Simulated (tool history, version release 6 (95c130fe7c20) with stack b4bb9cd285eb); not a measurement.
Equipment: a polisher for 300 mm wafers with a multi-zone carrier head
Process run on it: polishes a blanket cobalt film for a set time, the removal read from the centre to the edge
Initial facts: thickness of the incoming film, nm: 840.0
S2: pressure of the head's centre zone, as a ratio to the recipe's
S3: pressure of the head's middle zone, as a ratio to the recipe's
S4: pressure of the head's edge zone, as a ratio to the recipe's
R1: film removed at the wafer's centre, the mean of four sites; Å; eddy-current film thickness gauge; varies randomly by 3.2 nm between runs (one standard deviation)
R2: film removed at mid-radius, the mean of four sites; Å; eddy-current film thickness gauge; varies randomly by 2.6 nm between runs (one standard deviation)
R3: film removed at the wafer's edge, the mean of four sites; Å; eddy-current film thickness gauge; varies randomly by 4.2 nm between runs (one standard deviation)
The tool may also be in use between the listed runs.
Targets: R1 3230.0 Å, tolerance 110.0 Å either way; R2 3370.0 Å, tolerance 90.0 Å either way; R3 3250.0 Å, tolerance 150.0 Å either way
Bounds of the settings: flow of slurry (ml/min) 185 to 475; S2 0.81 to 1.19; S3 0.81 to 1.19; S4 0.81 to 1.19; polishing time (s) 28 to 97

Run 1, hour 0.0: flow of slurry (ml/min) 305, S2 1.00, S3 1.00, S4 1.00, polishing time (s) 62. Result: R1 3047.3 Å, R2 2773.2 Å, R3 2785.6 Å.
Run 2, hour 1.2: flow of slurry (ml/min) 315, S2 1.00, S3 1.04, S4 1.05, polishing time (s) 63. Result: R1 3097.5 Å, R2 2858.1 Å, R3 2894.5 Å.
Run 3, hour 7.8: flow of slurry (ml/min) 315, S2 1.00, S3 1.04, S4 1.05, polishing time (s) 56. Result: R1 2726.9 Å, R2 2606.3 Å, R3 2576.0 Å.
Run 4, hour 14.6: flow of slurry (ml/min) 315, S2 0.96, S3 1.04, S4 1.05, polishing time (s) 56. Result: R1 2678.6 Å, R2 2571.7 Å, R3 2657.9 Å.
Run 5, hour 22.3: flow of slurry (ml/min) 315, S2 0.93, S3 1.04, S4 1.05, polishing time (s) 56. Result: R1 2572.8 Å, R2 2552.1 Å, R3 2612.9 Å.
Run 6, hour 23.1: flow of slurry (ml/min) 320, S2 0.94, S3 1.08, S4 1.07, polishing time (s) 60. Result: R1 2795.2 Å, R2 2823.0 Å, R3 2776.1 Å.
Run 7, hour 28.7: flow of slurry (ml/min) 325, S2 0.94, S3 1.10, S4 1.10, polishing time (s) 63. Result: R1 2931.3 Å, R2 2973.3 Å, R3 3005.9 Å.
Run 8, hour 31.9: flow of slurry (ml/min) 335, S2 0.95, S3 1.13, S4 1.11, polishing time (s) 64. Result: R1 3066.6 Å, R2 3107.0 Å, R3 3035.8 Å.

Next run, 5 choices. One meets every target within its allowed miss, the rest don't. Which?
Run A, hour 35.1: flow of slurry (ml/min) 380, S2 0.81, S3 0.90, S4 1.19, polishing time (s) 73. Result: R1 ?, R2 ?, R3 ?.
Run B, hour 35.1: flow of slurry (ml/min) 245, S2 0.88, S3 1.08, S4 1.14, polishing time (s) 69. Result: R1 ?, R2 ?, R3 ?.
Run C, hour 35.1: flow of slurry (ml/min) 270, S2 0.85, S3 1.01, S4 1.19, polishing time (s) 71. Result: R1 ?, R2 ?, R3 ?.
Run D, hour 35.1: flow of slurry (ml/min) 365, S2 1.01, S3 1.19, S4 1.00, polishing time (s) 59. Result: R1 ?, R2 ?, R3 ?.
Run E, hour 35.1: flow of slurry (ml/min) 295, S2 0.96, S3 1.16, S4 1.14, polishing time (s) 68. Result: R1 ?, R2 ?, R3 ?.

move      R1      R2      R3
   A  2965.3  3141.9  3592.0
   B  2906.6  3185.3  3206.9
   C  2923.9  3176.7  3405.5
   D  2982.2  3018.7  2645.2
   E  3197.9  3355.6  3207.6
A: moves toward the targets from the last run without getting all of them in spec
B: neither nearer nor further off than the last run
C: neither nearer nor further off than the last run
D: further off than the last run
E: all results land within tolerance of their targets
So the answer is move E, the one that meets all the targets.
